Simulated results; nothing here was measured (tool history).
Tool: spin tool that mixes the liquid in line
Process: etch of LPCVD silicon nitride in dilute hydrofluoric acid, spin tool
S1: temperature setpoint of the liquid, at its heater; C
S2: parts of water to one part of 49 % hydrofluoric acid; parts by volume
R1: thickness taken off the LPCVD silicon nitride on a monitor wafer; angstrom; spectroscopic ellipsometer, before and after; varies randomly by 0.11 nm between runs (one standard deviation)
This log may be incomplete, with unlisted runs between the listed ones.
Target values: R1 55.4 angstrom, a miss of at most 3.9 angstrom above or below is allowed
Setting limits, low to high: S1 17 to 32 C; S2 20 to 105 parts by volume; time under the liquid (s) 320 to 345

Run 1, hour 0: S1 24 C, S2 55 parts by volume, time under the liquid (s) 320. Result: R1 24.503 angstrom.
Run 2, hour 8.5: S1 24.5 C, S2 55 parts by volume, time under the liquid (s) 320. Result: R1 26.414 angstrom.
Run 3, hour 9.1: S1 21 C, S2 55 parts by volume, time under the liquid (s) 320. Result: R1 20.244 angstrom.
Run 4, hour 14: S1 19.5 C, S2 55 parts by volume, time under the liquid (s) 320. Result: R1 18.525 angstrom.
Run 5, hour 20.4: S1 21.5 C, S2 55 parts by volume, time under the liquid (s) 320. Result: R1 20.996 angstrom.
Run 6, hour 22.1: S1 22.5 C, S2 55 parts by volume, time under the liquid (s) 320. Result: R1 22.129 angstrom.
Run 7, hour 23.5: S1 23.5 C, S2 55 parts by volume, time under the liquid (s) 320. Result: R1 25.033 angstrom.
Run 8, hour 25.2: S1 27.5 C, S2 50 parts by volume, time under the liquid (s) 320. Result: R1 34.376 angstrom.
Run 9, hour 30.4: S1 28 C, S2 50 parts by volume, time under the liquid (s) 320. Result: R1 34.971 angstrom.
Run 10, hour 33.9: S1 28.5 C, S2 50 parts by volume, time under the liquid (s) 320. Result: R1 35.685 angstrom.
Run 11, hour 39.8: S1 29 C, S2 50 parts by volume, time under the liquid (s) 320. Result: R1 37.074 angstrom.

Consider the 4 candidate settings below. Which is the only one whose results all fall within their allowed miss of target?
Run A, hour 45.7: S1 23.5 C, S2 50 parts by volume, time under the liquid (s) 330. Result: R1 ?.
Run B, hour 45.7: S1 28 C, S2 40 parts by volume, time under the liquid (s) 340. Result: R1 ?.
Run C, hour 45.7: S1 28 C, S2 55 parts by volume, time under the liquid (s) 320. Result: R1 ?.
Run D, hour 45.7: S1 32 C, S2 45 parts by volume, time under the liquid (s) 340. Result: R1 ?.

move      R1
   A  27.057
   B  46.827
   C   32.19
   D  53.977
A: further off than the last run
B: better than the last run, though not everything is in spec
C: further off than the last run
D: every result within its allowed miss
D is the move that brings every result within its allowed miss.
